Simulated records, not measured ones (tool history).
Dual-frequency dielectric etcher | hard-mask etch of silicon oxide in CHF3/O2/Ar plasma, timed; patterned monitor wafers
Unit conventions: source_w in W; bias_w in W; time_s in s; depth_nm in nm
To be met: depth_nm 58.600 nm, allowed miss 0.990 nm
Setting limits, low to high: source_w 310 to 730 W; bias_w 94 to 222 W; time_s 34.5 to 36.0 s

{"run": 1, "day": 0.0, "source_w": 520, "bias_w": 158, "time_s": 34.5, "depth_nm": 64.002}
{"run": 2, "day": 0.325, "source_w": 590, "bias_w": 158, "time_s": 34.5, "depth_nm": 66.043}
{"run": 3, "day": 0.367, "source_w": 560, "bias_w": 155, "time_s": 34.5, "depth_nm": 64.834}
{"run": 4, "day": 0.683, "source_w": 560, "bias_w": 135, "time_s": 34.5, "depth_nm": 61.062}
{"run": 5, "day": 0.862, "source_w": 560, "bias_w": 135, "time_s": 34.5, "depth_nm": 61.444}
{"run": 6, "day": 1.142, "source_w": 560, "bias_w": 135, "time_s": 36.0, "depth_nm": 64.435}
{"run": 7, "day": 1.425, "source_w": 540, "bias_w": 134, "time_s": 36.0, "depth_nm": 63.067}
{"run": 8, "day": 1.658, "source_w": 540, "bias_w": 134, "time_s": 36.0, "depth_nm": 63.139}
{"run": 9, "day": 2.012, "source_w": 520, "bias_w": 133, "time_s": 36.0, "depth_nm": 62.472}
{"run": 10, "day": 2.321, "source_w": 500, "bias_w": 132, "time_s": 36.0, "depth_nm": 61.794}
{"run": 11, "day": 2.562, "source_w": 490, "bias_w": 131, "time_s": 36.0, "depth_nm": 61.032}
{"run": 12, "day": 2.871, "source_w": 480, "bias_w": 131, "time_s": 36.0, "depth_nm": 60.213}
{"run": 13, "day": 3.192, "source_w": 470, "bias_w": 131, "time_s": 36.0, "depth_nm": 60.229}

Below are 5 possible settings for the next run. Only one of them brings all results inside the allowed miss of their targets. Which is it?
{"run": "A", "day": 3.512, "source_w": 430, "bias_w": 144, "time_s": 36.0, "depth_nm": "?"}
{"run": "B", "day": 3.512, "source_w": 490, "bias_w": 119, "time_s": 36.0, "depth_nm": "?"}
{"run": "C", "day": 3.512, "source_w": 470, "bias_w": 141, "time_s": 36.0, "depth_nm": "?"}
{"run": "D", "day": 3.512, "source_w": 510, "bias_w": 143, "time_s": 35.5, "depth_nm": "?"}
{"run": "E", "day": 3.512, "source_w": 440, "bias_w": 152, "time_s": 35.0, "depth_nm": "?"}

move=A depth_nm=60.636
move=B depth_nm=58.735
move=C depth_nm=61.789
move=D depth_nm=62.814
move=E depth_nm=60.593
A: moves away from the targets compared with the last run
B: each result inside its tolerance
C: moves away from the targets compared with the last run
D: moves away from the targets compared with the last run
E: moves away from the targets compared with the last run
The move that meets every target is B.
